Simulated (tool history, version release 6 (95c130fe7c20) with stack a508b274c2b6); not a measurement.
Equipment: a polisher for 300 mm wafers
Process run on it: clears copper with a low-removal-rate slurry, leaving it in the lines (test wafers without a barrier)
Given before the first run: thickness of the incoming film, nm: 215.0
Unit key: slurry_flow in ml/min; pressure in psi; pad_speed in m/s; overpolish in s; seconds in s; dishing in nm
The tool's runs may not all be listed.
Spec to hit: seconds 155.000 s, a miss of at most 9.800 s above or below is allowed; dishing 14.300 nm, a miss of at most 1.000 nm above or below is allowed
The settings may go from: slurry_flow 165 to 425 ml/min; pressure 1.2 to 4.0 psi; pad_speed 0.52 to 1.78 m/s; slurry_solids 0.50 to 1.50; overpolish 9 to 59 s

run,day,slurry_flow,pressure,pad_speed,slurry_solids,overpolish,seconds,dishing
1,0.000,275,2.6,1.14,1.00,30,65.275,66.519
2,0.262,275,2.4,1.08,1.00,27,77.163,54.780
3,0.608,270,2.2,1.06,0.95,25,85.547,47.662
4,0.771,270,2.2,1.06,0.95,37,83.419,64.711
5,1.108,270,2.2,1.06,0.95,27,87.054,51.257
6,1.221,270,1.6,1.06,0.95,27,119.950,39.918
7,1.242,260,1.6,0.98,0.90,25,123.870,33.438
8,1.429,245,1.7,0.66,0.70,11,182.580,11.708

Which of these 5 next moves meets every target?
A,1.617,240,1.8,0.52,0.65,17,?,?
B,1.617,215,1.6,0.58,0.65,15,?,?
C,1.617,230,1.9,0.68,0.75,14,?,?
D,1.617,200,1.7,0.82,0.55,12,?,?
E,1.617,240,1.6,0.72,0.50,15,?,?

move,seconds,dishing
A,219.590,14.805
B,225.060,12.815
C,159.020,16.731
D,158.500,14.478
E,187.980,15.192
A: lands further from the targets than the last run did
B: lands further from the targets than the last run did
C: gets the furthest-off result to its target, but another result is out of tolerance
D: all results in spec
E: lands further from the targets than the last run did
D is the move that brings every result within its allowed miss.
